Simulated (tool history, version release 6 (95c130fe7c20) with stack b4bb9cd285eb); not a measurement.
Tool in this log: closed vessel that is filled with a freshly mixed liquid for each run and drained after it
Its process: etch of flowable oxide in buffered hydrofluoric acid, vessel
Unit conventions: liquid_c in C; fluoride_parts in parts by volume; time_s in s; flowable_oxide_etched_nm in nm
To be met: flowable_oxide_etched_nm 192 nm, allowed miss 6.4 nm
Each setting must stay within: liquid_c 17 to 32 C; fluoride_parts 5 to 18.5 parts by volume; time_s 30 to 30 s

run,day,liquid_c,fluoride_parts,time_s,flowable_oxide_etched_nm
1,0,24,11.5,30,147.36
2,0.225,24,11.5,30,148.75
3,0.546,25,11.5,30,152.15
4,0.892,25,13,30,136.68
5,0.912,23,13,30,123.82
6,1.138,23,13,30,125.27
7,1.392,23,13,30,122
8,1.7,24.5,13,30,133.74
9,1.862,26,13,30,145.72
10,2.212,27,13,30,153.7

Below are 4 possible settings for the next run. Only one of them brings all results inside the allowed miss of their targets. Which is it?
A,2.562,29.5,9.5,30,?
B,2.562,30.5,11.5,30,?
C,2.562,27,12,30,?
D,2.562,29.5,12,30,?

move,flowable_oxide_etched_nm
A,230.53
B,205.24
C,163.92
D,186.94
A: moves the result that the last run missed by most past its target, out the other side
B: moves the result that the last run missed by most past its target, out the other side
C: moves toward the targets from the last run without getting all of them in spec
D: every result within its allowed miss
D is the move that brings every result within its allowed miss.
